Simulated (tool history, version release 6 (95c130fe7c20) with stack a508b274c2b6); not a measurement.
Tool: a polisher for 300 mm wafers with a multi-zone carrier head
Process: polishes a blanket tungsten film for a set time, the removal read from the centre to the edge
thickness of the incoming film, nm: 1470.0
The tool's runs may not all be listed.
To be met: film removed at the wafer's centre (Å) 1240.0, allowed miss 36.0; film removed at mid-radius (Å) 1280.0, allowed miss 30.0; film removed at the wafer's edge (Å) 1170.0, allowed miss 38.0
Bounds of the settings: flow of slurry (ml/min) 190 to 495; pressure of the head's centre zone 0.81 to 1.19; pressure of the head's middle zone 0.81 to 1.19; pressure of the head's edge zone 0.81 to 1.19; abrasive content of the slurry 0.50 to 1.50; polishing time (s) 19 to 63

| run | hour | flow of slurry (ml/min) | pressure of the head's centre zone | pressure of the head's middle zone | pressure of the head's edge zone | abrasive content of the slurry | polishing time (s) | film removed at the wafer's centre (Å) | film removed at mid-radius (Å) | film removed at the wafer's edge (Å) |
|---|---|---|---|---|---|---|---|---|---|---|
| 1 | 0.0 | 320 | 1.00 | 1.00 | 1.00 | 1.00 | 41 | 1988.3 | 1953.8 | 1907.9 |
| 2 | 2.6 | 320 | 0.97 | 1.00 | 1.00 | 1.00 | 41 | 1887.0 | 1970.1 | 1910.4 |
| 3 | 3.9 | 320 | 0.89 | 1.00 | 1.00 | 1.00 | 41 | 1775.4 | 1938.7 | 1923.0 |
| 4 | 7.2 | 320 | 0.89 | 1.04 | 1.00 | 1.00 | 41 | 1767.5 | 2030.4 | 1946.4 |
| 5 | 11.6 | 320 | 0.90 | 1.03 | 0.98 | 0.95 | 39 | 1673.7 | 1860.6 | 1762.5 |
| 6 | 19.3 | 370 | 0.90 | 1.03 | 0.98 | 0.95 | 39 | 1699.4 | 1888.2 | 1809.4 |
| 7 | 27.9 | 360 | 0.90 | 1.02 | 0.96 | 0.90 | 38 | 1613.7 | 1813.6 | 1696.8 |
| 8 | 32.0 | 350 | 0.90 | 1.00 | 0.94 | 0.85 | 37 | 1529.2 | 1699.5 | 1620.7 |
| 9 | 39.8 | 345 | 0.91 | 0.99 | 0.92 | 0.80 | 36 | 1499.0 | 1617.4 | 1553.8 |
| 10 | 43.7 | 345 | 0.92 | 0.99 | 0.91 | 0.75 | 35 | 1451.2 | 1536.9 | 1451.5 |
| 11 | 51.8 | 315 | 0.89 | 0.94 | 0.81 | 0.50 | 33 | 1154.9 | 1229.2 | 1162.2 |
| 12 | 52.7 | 325 | 0.90 | 0.94 | 0.81 | 0.50 | 33 | 1189.9 | 1233.1 | 1162.0 |
| 13 | 61.7 | 325 | 0.90 | 0.94 | 0.81 | 0.50 | 33 | 1174.7 | 1235.1 | 1170.2 |
| 14 | 68.6 | 330 | 0.91 | 0.95 | 0.81 | 0.50 | 33 | 1193.5 | 1235.3 | 1172.9 |

Which of these 5 next moves meets every target?
| A | 75.5 | 280 | 0.88 | 0.90 | 0.88 | 0.55 | 32 | ? | ? | ? |
| B | 75.5 | 320 | 0.99 | 0.98 | 0.81 | 0.50 | 31 | ? | ? | ? |
| C | 75.5 | 380 | 0.94 | 0.97 | 0.83 | 0.55 | 32 | ? | ? | ? |
| D | 75.5 | 375 | 0.99 | 0.95 | 0.81 | 0.75 | 28 | ? | ? | ? |
| E | 75.5 | 355 | 0.91 | 0.92 | 0.86 | 0.60 | 30 | ? | ? | ? |

| move | film removed at the wafer's centre (Å) | film removed at mid-radius (Å) | film removed at the wafer's edge (Å) |
|---|---|---|---|
| A | 1119.1 | 1152.8 | 1183.3 |
| B | 1209.1 | 1184.5 | 1087.0 |
| C | 1237.4 | 1264.6 | 1178.7 |
| D | 1239.2 | 1181.2 | 1109.4 |
| E | 1142.0 | 1154.9 | 1145.3 |
A: further off than the last run
B: further off than the last run
C: meets every target
D: further off than the last run
E: further off than the last run
Answer: C
